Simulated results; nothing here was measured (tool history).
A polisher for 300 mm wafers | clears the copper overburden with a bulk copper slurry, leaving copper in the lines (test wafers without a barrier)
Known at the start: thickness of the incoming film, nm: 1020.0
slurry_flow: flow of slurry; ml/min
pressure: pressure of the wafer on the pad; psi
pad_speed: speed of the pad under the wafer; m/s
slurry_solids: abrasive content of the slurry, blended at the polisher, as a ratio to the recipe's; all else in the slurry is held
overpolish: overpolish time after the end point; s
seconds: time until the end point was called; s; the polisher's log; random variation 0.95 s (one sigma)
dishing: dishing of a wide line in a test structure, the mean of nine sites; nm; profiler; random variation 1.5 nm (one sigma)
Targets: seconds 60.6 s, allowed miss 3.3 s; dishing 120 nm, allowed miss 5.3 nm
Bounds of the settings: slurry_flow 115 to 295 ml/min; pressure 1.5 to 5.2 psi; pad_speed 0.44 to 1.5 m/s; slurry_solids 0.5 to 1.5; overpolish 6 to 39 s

{"run": 1, "hour": 0.0, "slurry_flow": 190, "pressure": 3.3, "pad_speed": 0.96, "slurry_solids": 1, "overpolish": 20, "seconds": 104.47, "dishing": 85.1}
{"run": 2, "hour": 1.0, "slurry_flow": 190, "pressure": 3.8, "pad_speed": 0.96, "slurry_solids": 1, "overpolish": 20, "seconds": 90.861, "dishing": 90.206}
{"run": 3, "hour": 8.5, "slurry_flow": 190, "pressure": 4.1, "pad_speed": 0.96, "slurry_solids": 1, "overpolish": 20, "seconds": 83.615, "dishing": 98.313}
{"run": 4, "hour": 12.7, "slurry_flow": 190, "pressure": 4.1, "pad_speed": 0.96, "slurry_solids": 1.15, "overpolish": 20, "seconds": 80.901, "dishing": 96.225}
{"run": 5, "hour": 13.4, "slurry_flow": 190, "pressure": 4.4, "pad_speed": 0.96, "slurry_solids": 1.15, "overpolish": 20, "seconds": 76.692, "dishing": 101.52}
{"run": 6, "hour": 15.0, "slurry_flow": 190, "pressure": 5.2, "pad_speed": 0.96, "slurry_solids": 1.15, "overpolish": 20, "seconds": 64.482, "dishing": 108.31}
{"run": 7, "hour": 22.4, "slurry_flow": 190, "pressure": 5.2, "pad_speed": 0.98, "slurry_solids": 1.15, "overpolish": 21, "seconds": 64.131, "dishing": 110.79}
{"run": 8, "hour": 26.6, "slurry_flow": 190, "pressure": 5.2, "pad_speed": 1, "slurry_solids": 1.15, "overpolish": 22, "seconds": 61.98, "dishing": 114.54}

5 next moves are on the table. One of them brings every result within its allowed miss. Which?
{"run": "A", "hour": 30.8, "slurry_flow": 215, "pressure": 5.1, "pad_speed": 0.92, "slurry_solids": 1.15, "overpolish": 22, "seconds": "?", "dishing": "?"}
{"run": "B", "hour": 30.8, "slurry_flow": 170, "pressure": 4.7, "pad_speed": 0.98, "slurry_solids": 1.25, "overpolish": 32, "seconds": "?", "dishing": "?"}
{"run": "C", "hour": 30.8, "slurry_flow": 240, "pressure": 5.2, "pad_speed": 0.88, "slurry_solids": 1.25, "overpolish": 19, "seconds": "?", "dishing": "?"}
{"run": "D", "hour": 30.8, "slurry_flow": 160, "pressure": 5.2, "pad_speed": 1.06, "slurry_solids": 1.2, "overpolish": 24, "seconds": "?", "dishing": "?"}
{"run": "E", "hour": 30.8, "slurry_flow": 185, "pressure": 4.7, "pad_speed": 1.02, "slurry_solids": 1.2, "overpolish": 20, "seconds": "?", "dishing": "?"}

move=A seconds=68.073 dishing=110.02
move=B seconds=70.704 dishing=118.57
move=C seconds=67.902 dishing=104.75
move=D seconds=60.326 dishing=116.96
move=E seconds=67.627 dishing=105.74
A: further off than the last run
B: brings the result that was furthest off to its target, and leaves another outside
C: further off than the last run
D: meets every target
E: further off than the last run
The right move is D.

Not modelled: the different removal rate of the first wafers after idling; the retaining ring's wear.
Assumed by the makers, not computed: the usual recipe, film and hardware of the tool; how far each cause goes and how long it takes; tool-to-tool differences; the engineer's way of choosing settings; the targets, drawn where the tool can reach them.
